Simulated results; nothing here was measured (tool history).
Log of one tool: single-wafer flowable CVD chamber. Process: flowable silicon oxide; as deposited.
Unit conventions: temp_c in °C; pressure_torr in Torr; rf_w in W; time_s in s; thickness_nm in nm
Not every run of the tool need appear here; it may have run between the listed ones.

run,hour,temp_c,pressure_torr,rf_w,time_s,thickness_nm
1,0,110,0.984,2020,753,471.59
2,4.5,110,0.984,2020,753,473.1
3,7.5,110,0.984,2245,753,479.9
4,11.5,112,0.984,2245,753,456.35
5,14.2,117,0.984,2245,753,398.2
6,20.3,117,0.846,2245,753,344.06

Predict the results of run 7:
7,28.6,116,0.846,2245,753,?

thickness_nm: 353.25 nm
